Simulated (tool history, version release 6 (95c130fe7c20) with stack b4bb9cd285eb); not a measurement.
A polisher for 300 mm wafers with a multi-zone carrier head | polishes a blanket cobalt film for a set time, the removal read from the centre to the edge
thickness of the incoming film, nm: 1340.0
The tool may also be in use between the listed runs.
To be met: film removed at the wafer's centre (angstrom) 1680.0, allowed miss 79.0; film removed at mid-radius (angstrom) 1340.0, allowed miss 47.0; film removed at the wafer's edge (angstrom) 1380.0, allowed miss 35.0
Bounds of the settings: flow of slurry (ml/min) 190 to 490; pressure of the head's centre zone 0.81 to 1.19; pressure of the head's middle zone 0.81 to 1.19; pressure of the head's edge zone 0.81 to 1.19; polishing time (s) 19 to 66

run	hour	flow of slurry (ml/min)	pressure of the head's centre zone	pressure of the head's middle zone	pressure of the head's edge zone	polishing time (s)	film removed at the wafer's centre (angstrom)	film removed at mid-radius (angstrom)	film removed at the wafer's edge (angstrom)
1	0.0	315	1.00	1.00	1.00	42	2843.5	2571.8	2579.1
2	2.6	310	1.01	0.97	0.96	35	2443.6	2035.8	2137.2
3	3.9	380	1.01	0.97	0.96	35	2503.1	2162.3	2151.6
4	5.7	385	1.00	0.95	0.92	30	2094.3	1773.5	1807.0
5	8.2	385	1.00	0.95	0.88	30	2149.8	1786.0	1807.0
6	12.3	395	1.00	0.94	0.87	27	1901.4	1574.4	1614.0
7	15.4	405	1.00	0.93	0.85	26	1847.1	1530.6	1519.8
# hour 16.8: centre zone pressure recalibrated
8	16.8	385	0.97	0.83	0.82	23	1450.4	1253.6	1335.5

Which of these 5 next moves meets every target?
A	18.2	340	1.00	0.97	0.81	24	?	?	?
B	18.2	475	1.11	0.90	0.86	23	?	?	?
C	18.2	360	0.99	1.01	0.81	24	?	?	?
D	18.2	405	1.03	1.09	0.81	22	?	?	?
E	18.2	490	1.04	1.07	0.81	22	?	?	?

move	film removed at the wafer's centre (angstrom)	film removed at mid-radius (angstrom)	film removed at the wafer's edge (angstrom)
A	1541.2	1426.7	1376.7
B	1687.3	1327.9	1375.1
C	1534.7	1477.7	1381.5
D	1480.4	1448.0	1274.7
E	1516.3	1446.6	1288.2
A: nearer than the last run, and not there yet
B: meets every target
C: as far off as the last run
D: as far off as the last run
E: nearer than the last run, and not there yet
The right move is B.

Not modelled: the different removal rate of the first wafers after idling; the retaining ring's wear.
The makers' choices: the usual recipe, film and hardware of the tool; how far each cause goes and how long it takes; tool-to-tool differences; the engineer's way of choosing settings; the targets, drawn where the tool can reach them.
